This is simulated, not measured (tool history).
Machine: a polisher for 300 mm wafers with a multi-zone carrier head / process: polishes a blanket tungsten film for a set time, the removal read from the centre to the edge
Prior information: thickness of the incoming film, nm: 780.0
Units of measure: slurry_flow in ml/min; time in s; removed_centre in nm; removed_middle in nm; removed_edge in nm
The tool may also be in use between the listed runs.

run    day  slurry_flow  centre_zone  middle_zone  edge_zone  slurry_solids  time  removed_centre  removed_middle  removed_edge
  1      0          270            1            1          1              1    58          245.71          254.24        261.74
  2    0.3          270            1            1       0.95              1    58          249.08           250.1        259.07
  3  0.354          270         1.01         0.98       0.94            0.9    54          227.28          223.96        236.21
  4  0.617          270         1.01         0.98       0.87            0.9    54          229.24          228.81        226.51
  5  0.817          270         1.01         0.98       0.87            0.9    66          278.56          272.38        271.88
  6  0.875          265         1.02         0.95       0.86            0.8    61           255.9          247.02         245.2

Run 7, settings as shown, results not yet in. Your forecast:
  7  1.108          265         1.02         0.95       0.86            0.8    61               ?               ?             ?

{"run 7": {"removed_centre": 258.16, "removed_middle": 248.11, "removed_edge": 247.76}}
